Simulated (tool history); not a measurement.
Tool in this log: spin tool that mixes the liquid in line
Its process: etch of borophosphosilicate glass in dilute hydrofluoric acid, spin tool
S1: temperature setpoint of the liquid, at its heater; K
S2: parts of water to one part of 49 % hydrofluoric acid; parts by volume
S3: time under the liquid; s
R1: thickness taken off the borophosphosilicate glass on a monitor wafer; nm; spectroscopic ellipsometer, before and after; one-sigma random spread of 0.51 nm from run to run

| run | hour | S1 | S2 | S3 | R1 |
|---|---|---|---|---|---|
| 1 | 0 | 296.15 | 245 | 230 | 32.985 |
| 2 | 6.6 | 298.65 | 205 | 230 | 45.512 |
| 3 | 7.4 | 298.65 | 270 | 230 | 32.208 |
| 4 | 11.8 | 300.15 | 225 | 230 | 42.493 |
| 5 | 17 | 300.15 | 225 | 230 | 42.152 |
| 6 | 24.9 | 300.15 | 225 | 230 | 42.457 |
| 7 | 28.7 | 301.15 | 195 | 230 | 52.306 |
| 8 | 31.5 | 302.15 | 175 | 230 | 61.612 |
| 9 | 32.9 | 302.65 | 165 | 230 | 68.455 |

Run 10, settings as shown, results not yet in. Your forecast:
| 10 | 40.4 | 303.15 | 160 | 230 | ? |

{"run 10": {"R1": 72.048}}

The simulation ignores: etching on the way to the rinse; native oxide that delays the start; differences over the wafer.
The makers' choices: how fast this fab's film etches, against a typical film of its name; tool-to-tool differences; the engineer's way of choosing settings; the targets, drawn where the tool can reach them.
